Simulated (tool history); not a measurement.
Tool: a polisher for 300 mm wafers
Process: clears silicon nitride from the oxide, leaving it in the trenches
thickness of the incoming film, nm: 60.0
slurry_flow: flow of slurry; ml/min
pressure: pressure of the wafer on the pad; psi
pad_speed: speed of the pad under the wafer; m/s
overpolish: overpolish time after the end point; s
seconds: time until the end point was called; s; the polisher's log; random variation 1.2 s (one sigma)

Run 1, hour 0.0: slurry_flow 205 ml/min, pressure 2.1 psi, pad_speed 0.90 m/s, overpolish 6 s. Result: seconds 103.120 s.
Run 2, hour 4.9: slurry_flow 205 ml/min, pressure 2.3 psi, pad_speed 0.92 m/s, overpolish 6 s. Result: seconds 94.012 s.
Run 3, hour 9.7: slurry_flow 230 ml/min, pressure 2.3 psi, pad_speed 0.92 m/s, overpolish 6 s. Result: seconds 89.363 s.
Run 4, hour 12.7: slurry_flow 195 ml/min, pressure 2.3 psi, pad_speed 0.92 m/s, overpolish 6 s. Result: seconds 93.806 s.
Run 5, hour 21.0: slurry_flow 195 ml/min, pressure 2.3 psi, pad_speed 0.74 m/s, overpolish 6 s. Result: seconds 117.510 s.
Run 6, hour 28.8: slurry_flow 195 ml/min, pressure 1.9 psi, pad_speed 0.74 m/s, overpolish 6 s. Result: seconds 138.660 s.

The next listed run, before its measurement:
Run 7, hour 37.6: slurry_flow 200 ml/min, pressure 2.5 psi, pad_speed 1.00 m/s, overpolish 6 s. Result: seconds ?.

Run 7 gave seconds 79.228 s.
